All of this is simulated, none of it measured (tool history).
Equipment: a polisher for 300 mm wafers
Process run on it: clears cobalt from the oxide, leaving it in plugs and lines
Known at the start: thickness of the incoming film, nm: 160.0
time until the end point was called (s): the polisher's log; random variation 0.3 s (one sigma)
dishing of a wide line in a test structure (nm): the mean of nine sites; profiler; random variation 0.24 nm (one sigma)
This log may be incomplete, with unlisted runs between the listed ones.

run  hour  flow of slurry (ml/min)  pressure of the wafer on the pad (psi)  speed of the pad under the wafer (m/s)  overpolish time after the end point (s)  time until the end point was called (s)  dishing of a wide line in a test structure (nm)
  1   0.0                      135                                     1.7                                    1.26                                        8                                   33.167                                           26.850
  2   2.0                      135                                     1.8                                    1.26                                        7                                   30.445                                           25.172
  3   2.9                      135                                     1.5                                    1.26                                        7                                   36.764                                           22.661
  4   6.0                      150                                     1.5                                    1.40                                        6                                   32.141                                           22.187
  5  12.4                      160                                     1.5                                    1.52                                        5                                   30.469                                           21.008
  6  18.5                      170                                     1.5                                    1.62                                        4                                   27.867                                           19.708
  7  25.5                      175                                     1.5                                    1.70                                        4                                   25.690                                           19.970
  8  29.3                      180                                     1.5                                    1.76                                        4                                   24.903                                           20.484
  9  33.0                      145                                     2.0                                    1.40                                        2                                   24.805                                           12.547
 10  34.5                      145                                     2.1                                    1.44                                        2                                   22.619                                           13.576
 11  39.6                      145                                     2.2                                    1.46                                        2                                   21.231                                           13.836
 12  40.2                      145                                     2.2                                    1.48                                        2                                   21.134                                           14.384
 13  44.9                      145                                     2.3                                    1.50                                        2                                   20.341                                           14.684

Forecast run 14:
 14  48.0                      145                                     2.3                                    1.50                                        2                                        ?                                                ?

time until the end point was called (s): 19.734
dishing of a wide line in a test structure (nm): 14.731
